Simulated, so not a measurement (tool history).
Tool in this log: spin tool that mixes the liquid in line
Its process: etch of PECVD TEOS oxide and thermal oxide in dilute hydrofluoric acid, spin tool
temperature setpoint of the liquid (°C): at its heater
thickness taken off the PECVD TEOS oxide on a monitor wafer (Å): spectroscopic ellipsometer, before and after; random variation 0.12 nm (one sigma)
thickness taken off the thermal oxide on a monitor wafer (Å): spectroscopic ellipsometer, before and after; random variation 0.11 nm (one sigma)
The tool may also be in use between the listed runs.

run	hour	temperature setpoint of the liquid (°C)	parts of water to one part of 49 % hydrofluoric acid (parts by volume)	time under the liquid (s)	thickness taken off the PECVD TEOS oxide on a monitor wafer (Å)	thickness taken off the thermal oxide on a monitor wafer (Å)
1	0.0	20.0	275	180	97.004	20.098
2	7.7	20.0	275	130	69.818	15.394
3	16.2	20.0	275	105	56.840	12.088
4	20.7	20.0	275	145	78.208	16.708
5	26.0	21.5	230	150	107.070	22.249
6	32.8	22.5	195	150	135.180	28.945
7	36.1	23.5	170	150	165.140	34.939
8	44.0	24.5	150	150	199.000	42.405
9	48.6	25.0	140	150	220.140	46.911
10	51.9	28.0	65	150	589.110	125.600
11	57.6	24.0	65	150	499.410	106.240
12	64.7	24.0	70	150	461.380	98.004
13	70.8	23.5	75	150	417.260	89.561
14	74.3	22.5	75	150	403.120	84.713
15	82.1	22.0	75	150	394.970	82.909
16	89.9	21.5	75	150	388.090	80.833
17	96.8	21.0	75	150	377.380	81.436
18	99.9	20.5	75	150	372.740	79.502

Estimate the outcome of run 19 from the log above:
19	105.3	20.0	75	150	?	?

Logged for run 19: thickness taken off the PECVD TEOS oxide on a monitor wafer (Å) 361.350, thickness taken off the thermal oxide on a monitor wafer (Å) 77.119.

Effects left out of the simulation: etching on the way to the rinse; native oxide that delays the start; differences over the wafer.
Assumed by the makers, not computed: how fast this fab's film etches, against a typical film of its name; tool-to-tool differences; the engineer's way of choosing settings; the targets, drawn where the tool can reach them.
